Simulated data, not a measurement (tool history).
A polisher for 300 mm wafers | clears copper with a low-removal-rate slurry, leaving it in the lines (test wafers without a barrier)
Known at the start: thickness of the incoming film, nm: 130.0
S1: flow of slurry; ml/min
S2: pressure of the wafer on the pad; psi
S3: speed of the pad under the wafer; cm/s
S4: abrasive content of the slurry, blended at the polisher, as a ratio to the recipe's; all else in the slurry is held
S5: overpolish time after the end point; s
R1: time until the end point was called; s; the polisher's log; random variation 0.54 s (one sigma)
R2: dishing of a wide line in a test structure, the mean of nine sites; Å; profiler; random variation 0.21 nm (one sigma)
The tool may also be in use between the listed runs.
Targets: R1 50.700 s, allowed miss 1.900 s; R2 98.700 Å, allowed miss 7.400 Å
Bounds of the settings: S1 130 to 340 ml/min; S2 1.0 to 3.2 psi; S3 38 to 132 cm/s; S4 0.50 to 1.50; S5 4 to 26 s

| run | hour | S1 | S2 | S3 | S4 | S5 | R1 | R2 |
|---|---|---|---|---|---|---|---|---|
| 1 | 0.0 | 220 | 2.1 | 84 | 1.00 | 13 | 72.018 | 173.810 |
| 2 | 8.3 | 220 | 2.2 | 86 | 1.00 | 11 | 66.766 | 165.340 |
| 3 | 15.3 | 225 | 2.2 | 88 | 1.05 | 9 | 63.856 | 133.930 |
| 4 | 20.0 | 230 | 2.3 | 88 | 1.10 | 8 | 62.595 | 133.200 |
| 5 | 27.2 | 235 | 2.2 | 94 | 1.20 | 7 | 59.653 | 121.380 |
| 6 | 33.2 | 235 | 2.2 | 82 | 1.20 | 7 | 67.238 | 103.780 |
| 7 | 34.5 | 295 | 2.8 | 70 | 1.45 | 4 | 59.353 | 68.514 |
| 8 | 36.5 | 290 | 2.9 | 70 | 1.40 | 4 | 58.126 | 71.353 |
| 9 | 41.9 | 285 | 2.9 | 72 | 1.35 | 4 | 56.473 | 73.423 |
| 10 | 50.3 | 280 | 2.9 | 72 | 1.35 | 4 | 56.108 | 71.342 |
| 11 | 53.0 | 280 | 2.9 | 74 | 1.35 | 5 | 54.629 | 90.844 |
| 12 | 60.2 | 275 | 3.0 | 74 | 1.35 | 5 | 53.282 | 90.713 |

4 next moves are on the table. One of them brings every result within its allowed miss. Which?
| A | 67.4 | 275 | 3.2 | 64 | 1.45 | 5 | ? | ? |
| B | 67.4 | 215 | 3.0 | 82 | 1.25 | 5 | ? | ? |
| C | 67.4 | 270 | 3.1 | 68 | 1.45 | 6 | ? | ? |
| D | 67.4 | 270 | 3.1 | 78 | 1.35 | 4 | ? | ? |

| move | R1 | R2 |
|---|---|---|
| A | 57.499 | 86.574 |
| B | 50.682 | 97.821 |
| C | 55.996 | 106.030 |
| D | 49.634 | 80.353 |
A: further off than the last run
B: meets every target
C: further off than the last run
D: brings the result that was furthest off to its target, and leaves another outside
The right move is B.
